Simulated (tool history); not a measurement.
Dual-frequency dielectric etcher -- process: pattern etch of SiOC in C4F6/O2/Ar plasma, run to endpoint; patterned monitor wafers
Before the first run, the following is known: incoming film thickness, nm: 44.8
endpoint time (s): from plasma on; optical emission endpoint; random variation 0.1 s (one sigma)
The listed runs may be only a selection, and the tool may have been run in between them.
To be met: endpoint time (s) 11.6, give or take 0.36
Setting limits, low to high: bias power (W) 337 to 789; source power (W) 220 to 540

{"run": 1, "day": 0.0, "bias power (W)": 563, "source power (W)": 380, "endpoint time (s)": 13.667}
{"run": 2, "day": 0.371, "bias power (W)": 599, "source power (W)": 390, "endpoint time (s)": 13.487}
{"run": 3, "day": 0.462, "bias power (W)": 599, "source power (W)": 330, "endpoint time (s)": 14.201}
{"run": 4, "day": 0.6, "bias power (W)": 641, "source power (W)": 330, "endpoint time (s)": 13.834}
{"run": 5, "day": 0.958, "bias power (W)": 671, "source power (W)": 350, "endpoint time (s)": 13.183}
{"run": 6, "day": 1.283, "bias power (W)": 582, "source power (W)": 350, "endpoint time (s)": 13.899}
{"run": 7, "day": 1.633, "bias power (W)": 617, "source power (W)": 380, "endpoint time (s)": 13.244}
{"run": 8, "day": 1.679, "bias power (W)": 644, "source power (W)": 390, "endpoint time (s)": 12.92}
{"run": 9, "day": 1.779, "bias power (W)": 666, "source power (W)": 400, "endpoint time (s)": 12.825}
{"run": 10, "day": 1.808, "bias power (W)": 687, "source power (W)": 410, "endpoint time (s)": 12.48}
{"run": 11, "day": 1.842, "bias power (W)": 703, "source power (W)": 420, "endpoint time (s)": 12.537}
{"run": 12, "day": 1.917, "bias power (W)": 720, "source power (W)": 430, "endpoint time (s)": 12.005}
{"run": 13, "day": 1.942, "bias power (W)": 728, "source power (W)": 430, "endpoint time (s)": 12.093}

4 candidate next runs follow, results not yet known. Just one meets every target within its allowed miss. Identify it.
{"run": "A", "day": 1.967, "bias power (W)": 652, "source power (W)": 340, "endpoint time (s)": "?"}
{"run": "B", "day": 1.967, "bias power (W)": 680, "source power (W)": 370, "endpoint time (s)": "?"}
{"run": "C", "day": 1.967, "bias power (W)": 762, "source power (W)": 450, "endpoint time (s)": "?"}
{"run": "D", "day": 1.967, "bias power (W)": 673, "source power (W)": 450, "endpoint time (s)": "?"}

move=A endpoint_time_(s)=13.495
move=B endpoint_time_(s)=12.935
move=C endpoint_time_(s)=11.627
move=D endpoint_time_(s)=12.253
A: misses by more than the last run did
B: misses by more than the last run did
C: hits every target within its allowed miss
D: misses by more than the last run did
Go with C: it meets all targets.
